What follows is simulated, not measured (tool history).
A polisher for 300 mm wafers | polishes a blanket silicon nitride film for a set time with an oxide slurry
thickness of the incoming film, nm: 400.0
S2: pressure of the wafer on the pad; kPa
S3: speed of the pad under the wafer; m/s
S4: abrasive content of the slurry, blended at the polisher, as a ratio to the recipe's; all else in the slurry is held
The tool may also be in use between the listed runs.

Run 1, day 0: flow of slurry (ml/min) 305, S2 17.2 kPa, S3 1.4 m/s, S4 1, polishing time (s) 38. Result: film removed (Å) 239.64.
Run 2, day 0.167: flow of slurry (ml/min) 305, S2 17.2 kPa, S3 1.16 m/s, S4 1, polishing time (s) 38. Result: film removed (Å) 208.36.
Run 3, day 0.317: flow of slurry (ml/min) 305, S2 16.5 kPa, S3 1.16 m/s, S4 1, polishing time (s) 38. Result: film removed (Å) 204.41.
Run 4, day 0.683: flow of slurry (ml/min) 305, S2 15.9 kPa, S3 1.16 m/s, S4 1, polishing time (s) 38. Result: film removed (Å) 196.26.
Run 5, day 0.896: flow of slurry (ml/min) 305, S2 15.9 kPa, S3 1.3 m/s, S4 1, polishing time (s) 38. Result: film removed (Å) 216.33.
Run 6, day 1.021: flow of slurry (ml/min) 305, S2 15.9 kPa, S3 1.3 m/s, S4 1.15, polishing time (s) 38. Result: film removed (Å) 227.13.
Run 7, day 1.321: flow of slurry (ml/min) 305, S2 15.2 kPa, S3 1.3 m/s, S4 1.15, polishing time (s) 38. Result: film removed (Å) 215.76.
Run 8, day 1.467: flow of slurry (ml/min) 305, S2 14.5 kPa, S3 1.3 m/s, S4 1.15, polishing time (s) 38. Result: film removed (Å) 205.58.
Run 9, day 1.671: flow of slurry (ml/min) 305, S2 13.8 kPa, S3 1.3 m/s, S4 1.15, polishing time (s) 38. Result: film removed (Å) 194.35.

Forecast run 10:
Run 10, day 1.742: flow of slurry (ml/min) 305, S2 13.1 kPa, S3 1.3 m/s, S4 1.15, polishing time (s) 38. Result: film removed (Å) ?.

Run 10 gave film removed (Å) 188.64.
